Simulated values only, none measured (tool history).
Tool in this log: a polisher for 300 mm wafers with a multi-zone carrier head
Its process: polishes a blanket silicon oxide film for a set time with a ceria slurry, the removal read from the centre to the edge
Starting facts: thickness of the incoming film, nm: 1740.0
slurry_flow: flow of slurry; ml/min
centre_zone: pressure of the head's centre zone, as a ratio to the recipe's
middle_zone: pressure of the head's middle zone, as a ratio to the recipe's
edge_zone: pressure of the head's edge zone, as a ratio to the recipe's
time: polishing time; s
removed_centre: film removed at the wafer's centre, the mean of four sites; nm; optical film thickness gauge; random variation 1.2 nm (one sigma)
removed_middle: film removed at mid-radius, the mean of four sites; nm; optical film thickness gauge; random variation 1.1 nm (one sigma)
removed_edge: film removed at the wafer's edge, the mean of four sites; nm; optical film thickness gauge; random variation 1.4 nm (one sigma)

run  hour  slurry_flow  centre_zone  middle_zone  edge_zone  time  removed_centre  removed_middle  removed_edge
  1   0.0          155         1.00         1.00       1.00    53          181.43          189.72        184.42
  2   5.3          155         1.00         1.08       1.00    53          181.76          202.09        185.74
  3   7.2          175         1.00         1.08       1.00    53          185.04          207.34        188.30
  4   8.8          175         1.00         1.08       1.00    60          209.24          228.91        215.54
  5  14.0          165         1.01         1.03       1.03    58          202.06          212.87        207.44
  6  17.6          155         1.02         0.99       1.06    57          198.80          200.07        203.43
  7  20.1          145         1.03         0.96       1.08    56          193.27          189.45        200.26
  8  23.9          140         1.04         0.93       1.09    55          191.23          179.86        196.02
  9  30.2          135         1.04         0.91       1.09    55          188.66          173.99        196.03
 10  33.6          100         1.07         0.81       1.02    54          173.42          145.49        175.28

Run 11 is up next; what results do you expect?
 11  34.7          130         1.07         0.81       1.07    54               ?               ?             ?

Run 11 came out at removed_centre 186.79 nm, removed_middle 154.31 nm, removed_edge 191.69 nm.
